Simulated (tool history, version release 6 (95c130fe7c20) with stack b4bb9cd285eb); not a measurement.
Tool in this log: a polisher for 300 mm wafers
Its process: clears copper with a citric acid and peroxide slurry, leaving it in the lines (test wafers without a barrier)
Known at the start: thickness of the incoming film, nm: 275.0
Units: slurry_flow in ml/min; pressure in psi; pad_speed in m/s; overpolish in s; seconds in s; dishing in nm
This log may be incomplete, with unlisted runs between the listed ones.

| run | hour | slurry_flow | pressure | pad_speed | slurry_solids | overpolish | seconds | dishing |
|---|---|---|---|---|---|---|---|---|
| 1 | 0 | 260 | 2.3 | 1.36 | 1 | 19 | 103.48 | 33.956 |
| 2 | 3.9 | 260 | 2.3 | 1.22 | 1 | 19 | 108.75 | 31.068 |
| 3 | 5.5 | 260 | 2.3 | 1.04 | 1 | 19 | 119.03 | 28.627 |
| 4 | 12.1 | 255 | 2.3 | 1.04 | 1 | 20 | 123.43 | 29.74 |
| 5 | 17.6 | 250 | 2.3 | 1.04 | 1 | 20 | 118.56 | 30.693 |
|  | 23 | head pressure recalibrated |
| 6 | 23 | 250 | 2.3 | 1.04 | 1 | 21 | 131.17 | 29.808 |

Predict the results of run 7:
| 7 | 26.7 | 250 | 2.3 | 1.04 | 1 | 21 | ? | ? |

{"run 7": {"seconds": 128.64, "dishing": 29.515}}
